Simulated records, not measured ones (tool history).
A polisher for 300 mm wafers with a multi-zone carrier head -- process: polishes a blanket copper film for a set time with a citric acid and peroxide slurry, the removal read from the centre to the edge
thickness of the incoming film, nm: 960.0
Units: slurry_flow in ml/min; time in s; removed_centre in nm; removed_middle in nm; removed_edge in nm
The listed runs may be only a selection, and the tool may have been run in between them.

Run 1, hour 0: slurry_flow 300 ml/min, centre_zone 1, middle_zone 1, edge_zone 1, slurry_solids 1, time 70 s. Result: removed_centre 157.98 nm, removed_middle 152.97 nm, removed_edge 150.1 nm.
Run 2, hour 0.8: slurry_flow 305 ml/min, centre_zone 1, middle_zone 1.03, edge_zone 1.03, slurry_solids 1.1, time 71 s. Result: removed_centre 163.21 nm, removed_middle 161.36 nm, removed_edge 159.29 nm.
Run 3, hour 6: slurry_flow 305 ml/min, centre_zone 0.94, middle_zone 1.03, edge_zone 1.03, slurry_solids 1.1, time 71 s. Result: removed_centre 153.08 nm, removed_middle 162.07 nm, removed_edge 159.48 nm.
Run 4, hour 13.7: slurry_flow 310 ml/min, centre_zone 0.95, middle_zone 1.06, edge_zone 1.04, slurry_solids 1.15, time 71 s. Result: removed_centre 156.67 nm, removed_middle 166.49 nm, removed_edge 163.34 nm.
Run 5, hour 15.3: slurry_flow 315 ml/min, centre_zone 0.95, middle_zone 1.08, edge_zone 1.04, slurry_solids 1.2, time 72 s. Result: removed_centre 160.12 nm, removed_middle 173.03 nm, removed_edge 163.99 nm.
Run 6, hour 17.3: slurry_flow 270 ml/min, centre_zone 0.95, middle_zone 1.08, edge_zone 1.04, slurry_solids 1.2, time 72 s. Result: removed_centre 159.12 nm, removed_middle 171.69 nm, removed_edge 163.79 nm.
Run 7, hour 24.9: slurry_flow 270 ml/min, centre_zone 0.95, middle_zone 1.1, edge_zone 1.05, slurry_solids 1.25, time 73 s. Result: removed_centre 162.76 nm, removed_middle 177.96 nm, removed_edge 169.54 nm.
Run 8, hour 26.7: slurry_flow 270 ml/min, centre_zone 0.95, middle_zone 1.12, edge_zone 1.06, slurry_solids 1.3, time 73 s. Result: removed_centre 160.72 nm, removed_middle 182.41 nm, removed_edge 171.59 nm.

Forecast run 9:
Run 9, hour 27.4: slurry_flow 270 ml/min, centre_zone 0.97, middle_zone 1.13, edge_zone 1.07, slurry_solids 1.35, time 73 s. Result: removed_centre ?, removed_middle ?, removed_edge ?.

removed_centre: 167.57 nm
removed_middle: 184.96 nm
removed_edge: 170.27 nm
